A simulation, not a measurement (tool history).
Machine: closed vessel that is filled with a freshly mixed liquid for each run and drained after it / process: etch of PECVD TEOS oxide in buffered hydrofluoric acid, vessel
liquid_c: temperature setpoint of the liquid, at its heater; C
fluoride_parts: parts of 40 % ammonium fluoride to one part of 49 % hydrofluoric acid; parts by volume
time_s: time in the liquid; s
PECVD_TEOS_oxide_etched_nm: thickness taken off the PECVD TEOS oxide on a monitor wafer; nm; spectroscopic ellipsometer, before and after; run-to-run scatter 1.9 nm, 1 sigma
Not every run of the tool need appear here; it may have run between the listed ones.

run	hour	liquid_c	fluoride_parts	time_s	PECVD_TEOS_oxide_etched_nm
1	0	25	12	85	140.98
2	2.9	25	15.5	85	111.18
3	7.7	25	18	85	96.456
4	12.7	26	17.5	85	104.29
5	19.5	26.5	17	85	110.57
6	25	27	16.5	85	116.71
7	33.6	31	12.5	85	186.15

Run 8 is up next; what results do you expect?
8	34.3	31	12.5	85	?

{"run 8": {"PECVD_TEOS_oxide_etched_nm": 189.39}}

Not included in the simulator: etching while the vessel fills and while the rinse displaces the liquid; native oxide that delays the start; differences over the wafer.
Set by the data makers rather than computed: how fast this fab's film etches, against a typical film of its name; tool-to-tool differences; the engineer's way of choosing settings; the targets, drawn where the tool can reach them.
